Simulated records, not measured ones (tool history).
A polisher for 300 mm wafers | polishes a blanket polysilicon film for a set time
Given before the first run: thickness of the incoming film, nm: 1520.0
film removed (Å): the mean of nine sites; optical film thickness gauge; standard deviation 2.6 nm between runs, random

run  hour  flow of slurry (ml/min)  pressure of the wafer on the pad (psi)  speed of the pad under the wafer (m/s)  polishing time (s)  film removed (Å)
  1     0                      250                                     2.7                                       1                  33            2354.4
  2     7                      250                                     2.8                                       1                  33            2407.3
  3  11.7                      185                                     2.8                                       1                  33            2305.6
  4  16.4                      185                                     2.8                                    0.86                  33            2017.7
  5  24.3                      200                                       3                                    0.86                  33            2141.6
  6    33                      235                                       3                                    0.86                  33            2141.7
  7  34.8                      235                                     3.2                                    0.88                  33            2271.4

Run 8 has not been measured yet. What should we expect?
  8  41.6                      235                                     3.4                                     0.9                  33                 ?

{"run 8": {"film removed (Å)": 2433.1}}

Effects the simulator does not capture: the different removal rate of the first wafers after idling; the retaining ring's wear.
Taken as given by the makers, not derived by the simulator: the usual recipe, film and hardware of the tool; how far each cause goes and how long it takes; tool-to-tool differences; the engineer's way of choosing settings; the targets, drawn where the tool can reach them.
